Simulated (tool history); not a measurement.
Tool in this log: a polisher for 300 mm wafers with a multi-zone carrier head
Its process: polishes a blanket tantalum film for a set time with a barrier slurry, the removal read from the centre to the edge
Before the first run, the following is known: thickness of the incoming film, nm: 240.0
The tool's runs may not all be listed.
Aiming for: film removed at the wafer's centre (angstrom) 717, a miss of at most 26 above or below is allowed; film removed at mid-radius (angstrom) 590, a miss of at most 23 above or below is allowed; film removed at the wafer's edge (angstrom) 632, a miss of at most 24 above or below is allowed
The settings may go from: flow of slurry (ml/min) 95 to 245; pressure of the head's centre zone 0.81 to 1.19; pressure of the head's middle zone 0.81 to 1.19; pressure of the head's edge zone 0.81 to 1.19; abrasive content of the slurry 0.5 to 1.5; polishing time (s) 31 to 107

run	hour	flow of slurry (ml/min)	pressure of the head's centre zone	pressure of the head's middle zone	pressure of the head's edge zone	abrasive content of the slurry	polishing time (s)	film removed at the wafer's centre (angstrom)	film removed at mid-radius (angstrom)	film removed at the wafer's edge (angstrom)
1	0	155	1	1	1	1	69	997.34	968.43	982.17
2	9	150	1.02	0.96	0.96	0.85	64	889.34	839.03	855.82
3	12.1	145	1.05	0.92	0.93	0.75	60	809.47	748.28	754.11
4	20.7	135	1.08	0.88	0.93	0.65	58	761.66	632.18	697.76
5	26.8	135	1.17	0.88	0.93	0.65	58	819.96	643.7	702.02
6	30.6	125	1.15	0.87	0.9	0.6	58	788.4	614.8	644.43
7	39.2	120	1.13	0.87	0.91	0.6	58	744.46	587.75	660.6
8	41.5	120	1.13	0.87	0.91	0.6	58	747.99	604.7	669.82

4 candidate next runs follow, results not yet known. Just one meets every target within its allowed miss. Identify it.
A	43.8	100	1.12	0.88	0.93	0.55	55	?	?	?
B	43.8	165	1.18	1.02	0.81	0.5	57	?	?	?
C	43.8	105	1.09	0.83	0.98	0.6	55	?	?	?
D	43.8	180	1.04	0.81	0.85	0.5	58	?	?	?

move	film removed at the wafer's centre (angstrom)	film removed at mid-radius (angstrom)	film removed at the wafer's edge (angstrom)
A	634.3	534.92	587.27
B	777.94	680.31	605.28
C	647.26	537.11	626.95
D	708.56	596.08	638.03
A: moves the result that the last run missed by most past its target, out the other side
B: moves the result that the last run missed by most past its target, out the other side
C: brings the last run's worst result on target, with another outside its allowed miss
D: every result within its allowed miss
D is the move that brings every result within its allowed miss.

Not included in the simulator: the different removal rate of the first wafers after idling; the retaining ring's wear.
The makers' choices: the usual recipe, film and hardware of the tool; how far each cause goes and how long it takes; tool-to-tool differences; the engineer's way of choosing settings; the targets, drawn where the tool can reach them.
